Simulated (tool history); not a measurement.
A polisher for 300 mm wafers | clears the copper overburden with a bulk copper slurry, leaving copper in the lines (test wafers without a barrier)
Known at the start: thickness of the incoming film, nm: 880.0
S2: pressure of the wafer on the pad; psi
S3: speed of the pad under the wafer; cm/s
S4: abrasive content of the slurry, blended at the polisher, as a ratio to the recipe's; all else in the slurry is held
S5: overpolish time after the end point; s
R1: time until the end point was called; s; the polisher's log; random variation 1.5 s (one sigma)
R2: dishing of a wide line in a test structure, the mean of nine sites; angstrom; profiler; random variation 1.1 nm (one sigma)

{"run": 1, "hour": 0.0, "flow of slurry (ml/min)": 260, "S2": 1.8, "S3": 90, "S4": 1, "S5": 17, "R1": 205.73, "R2": 445.43}
{"run": 2, "hour": 2.4, "flow of slurry (ml/min)": 260, "S2": 1.8, "S3": 90, "S4": 1.2, "S5": 17, "R1": 199.85, "R2": 470.93}
{"run": 3, "hour": 5.8, "flow of slurry (ml/min)": 260, "S2": 1.8, "S3": 68, "S4": 1.2, "S5": 17, "R1": 260.81, "R2": 378.44}
{"run": 4, "hour": 6.6, "flow of slurry (ml/min)": 260, "S2": 1.8, "S3": 78, "S4": 1.2, "S5": 17, "R1": 226.49, "R2": 394.66}
{"run": 5, "hour": 11.2, "flow of slurry (ml/min)": 260, "S2": 1.9, "S3": 78, "S4": 1.2, "S5": 18, "R1": 216.94, "R2": 446.35}
{"run": 6, "hour": 12.2, "flow of slurry (ml/min)": 260, "S2": 1.9, "S3": 60, "S4": 1.2, "S5": 18, "R1": 276.73, "R2": 380.38}

Run 7 comes next. What will it give?
{"run": 7, "hour": 14.4, "flow of slurry (ml/min)": 275, "S2": 2.4, "S3": 62, "S4": 1.2, "S5": 19, "R1": "?", "R2": "?"}

Run 7 gave R1 212.41 s, R2 474.82 angstrom.

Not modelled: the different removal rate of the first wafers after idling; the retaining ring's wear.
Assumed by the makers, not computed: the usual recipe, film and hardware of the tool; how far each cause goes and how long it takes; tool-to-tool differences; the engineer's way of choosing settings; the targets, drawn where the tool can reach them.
